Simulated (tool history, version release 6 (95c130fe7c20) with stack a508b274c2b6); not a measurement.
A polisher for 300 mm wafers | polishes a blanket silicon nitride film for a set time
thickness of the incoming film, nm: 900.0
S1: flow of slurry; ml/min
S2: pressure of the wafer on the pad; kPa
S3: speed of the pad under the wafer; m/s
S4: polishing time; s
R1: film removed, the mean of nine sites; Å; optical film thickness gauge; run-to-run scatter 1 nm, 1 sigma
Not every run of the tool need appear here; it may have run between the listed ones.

{"run": 1, "hour": 0.0, "S1": 195, "S2": 29.0, "S3": 1.32, "S4": 35, "R1": 994.4}
{"run": 2, "hour": 4.3, "S1": 195, "S2": 29.0, "S3": 1.32, "S4": 35, "R1": 1025.3}
{"run": 3, "hour": 8.4, "S1": 195, "S2": 29.0, "S3": 1.32, "S4": 31, "R1": 874.79}
{"run": 4, "hour": 14.8, "S1": 230, "S2": 29.0, "S3": 1.32, "S4": 31, "R1": 900.86}
{"run": 5, "hour": 16.7, "S1": 230, "S2": 28.3, "S3": 1.32, "S4": 31, "R1": 892.39}
{"run": 6, "hour": 24.1, "S1": 230, "S2": 28.3, "S3": 1.32, "S4": 35, "R1": 1011.4}

The next listed run, before its measurement:
{"run": 7, "hour": 27.9, "S1": 230, "S2": 26.9, "S3": 1.32, "S4": 35, "R1": "?"}

{"run 7": {"R1": 956.0}}
